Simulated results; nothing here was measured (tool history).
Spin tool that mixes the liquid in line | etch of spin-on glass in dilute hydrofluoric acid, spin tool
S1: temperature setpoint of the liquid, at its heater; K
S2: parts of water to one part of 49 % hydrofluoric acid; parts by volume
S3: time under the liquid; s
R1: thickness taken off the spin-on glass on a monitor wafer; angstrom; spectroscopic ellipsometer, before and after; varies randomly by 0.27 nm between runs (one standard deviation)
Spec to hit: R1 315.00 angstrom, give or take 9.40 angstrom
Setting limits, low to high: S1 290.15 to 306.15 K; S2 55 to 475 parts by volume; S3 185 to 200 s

run,hour,S1,S2,S3,R1
1,0.0,298.15,265,185,166.64
2,1.9,300.15,245,185,195.39
3,2.9,301.65,230,185,224.99
4,6.4,302.65,230,185,234.40
5,12.0,303.65,220,185,253.80
6,15.2,303.65,220,185,253.07
7,19.9,306.15,185,185,341.96
8,24.8,305.65,185,185,336.88
9,30.1,305.15,185,185,333.56
10,33.7,304.65,185,185,329.62

Which of these 5 next moves meets every target?
A,37.3,305.15,175,190,?
B,37.3,304.15,180,190,?
C,37.3,305.15,190,200,?
D,37.3,306.15,210,185,?
E,37.3,300.65,175,190,?

move,R1
A,367.27
B,342.68
C,349.15
D,294.47
E,313.28
A: the biggest miss grows against the last run
B: the biggest miss grows against the last run
C: the biggest miss grows against the last run
D: takes the biggest miss from the last run beyond its target
E: in spec on every target
Correct choice: E, which meets every target

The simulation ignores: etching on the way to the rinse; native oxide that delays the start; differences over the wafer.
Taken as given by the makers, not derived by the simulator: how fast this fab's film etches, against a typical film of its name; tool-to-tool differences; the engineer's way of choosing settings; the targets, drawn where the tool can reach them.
